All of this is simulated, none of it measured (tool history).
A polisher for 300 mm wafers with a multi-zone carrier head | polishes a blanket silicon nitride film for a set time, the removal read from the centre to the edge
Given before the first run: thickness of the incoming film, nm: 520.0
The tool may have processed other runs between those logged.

| run | hour | flow of slurry (ml/min) | pressure of the head's centre zone | pressure of the head's middle zone | pressure of the head's edge zone | polishing time (s) | film removed at the wafer's centre (angstrom) | film removed at mid-radius (angstrom) | film removed at the wafer's edge (angstrom) |
|---|---|---|---|---|---|---|---|---|---|
| 1 | 0.0 | 125 | 1.00 | 1.00 | 1.00 | 35 | 710.53 | 726.82 | 708.40 |
| 2 | 7.5 | 125 | 1.00 | 1.00 | 0.92 | 35 | 696.88 | 727.87 | 688.11 |
| 3 | 14.0 | 130 | 0.98 | 1.01 | 0.98 | 38 | 760.10 | 795.88 | 771.25 |
| 4 | 17.2 | 130 | 0.98 | 1.05 | 0.98 | 38 | 774.31 | 827.69 | 767.37 |
| 5 | 20.3 | 130 | 0.98 | 1.05 | 1.06 | 38 | 762.63 | 822.15 | 791.98 |
| 6 | 25.2 | 130 | 0.98 | 1.05 | 1.00 | 38 | 744.77 | 831.69 | 775.61 |
| 7 | 28.6 | 140 | 0.97 | 1.05 | 1.04 | 40 | 823.76 | 897.13 | 863.49 |

Forecast run 8:
| 8 | 34.8 | 155 | 0.96 | 1.05 | 1.06 | 40 | ? | ? | ? |

{"run 8": {"film removed at the wafer's centre (angstrom)": 838.18, "film removed at mid-radius (angstrom)": 918.82, "film removed at the wafer's edge (angstrom)": 889.77}}

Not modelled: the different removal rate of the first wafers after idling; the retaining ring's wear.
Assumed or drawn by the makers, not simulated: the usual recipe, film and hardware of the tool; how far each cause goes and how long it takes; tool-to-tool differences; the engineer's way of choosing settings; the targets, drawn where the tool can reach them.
